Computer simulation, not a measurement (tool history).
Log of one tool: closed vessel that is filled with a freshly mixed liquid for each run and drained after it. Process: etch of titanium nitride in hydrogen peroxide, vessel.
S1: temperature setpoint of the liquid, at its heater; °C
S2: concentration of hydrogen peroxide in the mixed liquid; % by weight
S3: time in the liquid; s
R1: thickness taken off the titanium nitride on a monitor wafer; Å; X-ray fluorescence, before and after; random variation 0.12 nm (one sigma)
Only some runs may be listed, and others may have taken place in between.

Run 1, hour 0: S1 42 °C, S2 24 % by weight, S3 825 s. Result: R1 251.47 Å.
Run 2, hour 3.4: S1 42 °C, S2 24 % by weight, S3 825 s. Result: R1 249.71 Å.
Run 3, hour 10.9: S1 42.5 °C, S2 24 % by weight, S3 825 s. Result: R1 261.62 Å.
Run 4, hour 20.2: S1 42.5 °C, S2 20.5 % by weight, S3 825 s. Result: R1 252.24 Å.
Run 5, hour 27.8: S1 42.5 °C, S2 17 % by weight, S3 825 s. Result: R1 240.14 Å.
Run 6, hour 32.9: S1 42.5 °C, S2 17 % by weight, S3 825 s. Result: R1 243.19 Å.
Run 7, hour 41.7: S1 43 °C, S2 17 % by weight, S3 825 s. Result: R1 251.65 Å.
Run 8, hour 48.7: S1 43.5 °C, S2 17 % by weight, S3 825 s. Result: R1 262.43 Å.
Run 9, hour 57.5: S1 44 °C, S2 17 % by weight, S3 825 s. Result: R1 270.39 Å.

Run 10 is up next; what results do you expect?
Run 10, hour 62.6: S1 44.5 °C, S2 17 % by weight, S3 825 s. Result: R1 ?.

R1: 283.92 Å
